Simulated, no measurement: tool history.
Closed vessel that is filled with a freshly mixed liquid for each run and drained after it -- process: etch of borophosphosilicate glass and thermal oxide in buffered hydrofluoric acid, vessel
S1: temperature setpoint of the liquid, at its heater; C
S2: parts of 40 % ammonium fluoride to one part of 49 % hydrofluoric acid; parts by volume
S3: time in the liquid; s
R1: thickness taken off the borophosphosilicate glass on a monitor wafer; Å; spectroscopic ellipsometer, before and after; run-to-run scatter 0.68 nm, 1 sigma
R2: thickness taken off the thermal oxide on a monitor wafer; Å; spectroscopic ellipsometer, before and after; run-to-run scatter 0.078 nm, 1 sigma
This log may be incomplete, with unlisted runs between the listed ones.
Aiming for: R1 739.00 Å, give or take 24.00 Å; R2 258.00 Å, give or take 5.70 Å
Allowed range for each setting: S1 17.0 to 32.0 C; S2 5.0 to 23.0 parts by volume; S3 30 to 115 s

Run 1, hour 0.0: S1 25.0 C, S2 14.0 parts by volume, S3 60 s. Result: R1 1336.90 Å, R2 465.71 Å.
Run 2, hour 2.7: S1 25.0 C, S2 14.0 parts by volume, S3 45 s. Result: R1 996.83 Å, R2 349.40 Å.
Run 3, hour 10.8: S1 23.0 C, S2 14.0 parts by volume, S3 45 s. Result: R1 897.70 Å, R2 313.32 Å.
Run 4, hour 14.4: S1 22.0 C, S2 14.0 parts by volume, S3 45 s. Result: R1 852.17 Å, R2 297.04 Å.
Run 5, hour 15.1: S1 21.0 C, S2 14.0 parts by volume, S3 45 s. Result: R1 786.83 Å, R2 280.40 Å.
Run 6, hour 16.2: S1 23.0 C, S2 14.0 parts by volume, S3 45 s. Result: R1 888.12 Å, R2 313.71 Å.
Run 7, hour 18.5: S1 22.0 C, S2 14.0 parts by volume, S3 45 s. Result: R1 843.94 Å, R2 295.78 Å.
Run 8, hour 27.5: S1 21.0 C, S2 14.0 parts by volume, S3 45 s. Result: R1 799.33 Å, R2 281.02 Å.
Run 9, hour 30.7: S1 20.5 C, S2 14.0 parts by volume, S3 45 s. Result: R1 776.74 Å, R2 274.05 Å.
Run 10, hour 36.9: S1 20.0 C, S2 14.0 parts by volume, S3 45 s. Result: R1 760.70 Å, R2 264.70 Å.

Which one of the following 4 next-run settings gets every result inside its allowed miss? There is exactly one.
Run A, hour 43.1: S1 17.5 C, S2 14.5 parts by volume, S3 55 s. Result: R1 ?, R2 ?.
Run B, hour 43.1: S1 17.0 C, S2 17.5 parts by volume, S3 65 s. Result: R1 ?, R2 ?.
Run C, hour 43.1: S1 20.5 C, S2 12.5 parts by volume, S3 40 s. Result: R1 ?, R2 ?.
Run D, hour 43.1: S1 23.0 C, S2 14.5 parts by volume, S3 40 s. Result: R1 ?, R2 ?.

move      R1      R2
   A  795.34  272.24
   B  758.23  259.65
   C  791.91  271.42
   D  784.35  269.42
A: misses by more than the last run did
B: all results land within tolerance of their targets
C: misses by more than the last run did
D: misses by more than the last run did
The move that meets every target is B.

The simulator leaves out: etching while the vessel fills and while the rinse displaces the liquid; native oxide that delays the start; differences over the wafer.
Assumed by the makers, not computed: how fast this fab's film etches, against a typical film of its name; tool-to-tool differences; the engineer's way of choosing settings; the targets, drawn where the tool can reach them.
